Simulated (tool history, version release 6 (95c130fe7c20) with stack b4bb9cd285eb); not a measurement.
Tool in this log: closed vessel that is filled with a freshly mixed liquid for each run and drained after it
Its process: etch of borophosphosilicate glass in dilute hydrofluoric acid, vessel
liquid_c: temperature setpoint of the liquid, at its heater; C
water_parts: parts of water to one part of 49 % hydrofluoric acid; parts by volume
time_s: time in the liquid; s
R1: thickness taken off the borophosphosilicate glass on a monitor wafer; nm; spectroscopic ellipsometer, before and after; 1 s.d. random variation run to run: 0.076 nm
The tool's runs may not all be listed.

{"run": 1, "day": 0.0, "liquid_c": 26.0, "water_parts": 235, "time_s": 100, "R1": 15.52}
{"run": 2, "day": 0.154, "liquid_c": 26.0, "water_parts": 310, "time_s": 100, "R1": 10.798}
{"run": 3, "day": 0.196, "liquid_c": 26.0, "water_parts": 310, "time_s": 100, "R1": 10.854}
{"run": 4, "day": 0.304, "liquid_c": 29.0, "water_parts": 310, "time_s": 100, "R1": 11.94}
{"run": 5, "day": 0.488, "liquid_c": 31.0, "water_parts": 310, "time_s": 100, "R1": 12.769}
{"run": 6, "day": 0.6, "liquid_c": 31.0, "water_parts": 375, "time_s": 100, "R1": 9.8119}
{"run": 7, "day": 0.725, "liquid_c": 31.5, "water_parts": 340, "time_s": 100, "R1": 11.424}
{"run": 8, "day": 1.1, "liquid_c": 32.0, "water_parts": 315, "time_s": 100, "R1": 12.92}

Run 9 comes next. What will it give?
{"run": 9, "day": 1.45, "liquid_c": 32.5, "water_parts": 290, "time_s": 100, "R1": "?"}

R1: 14.5870 nm
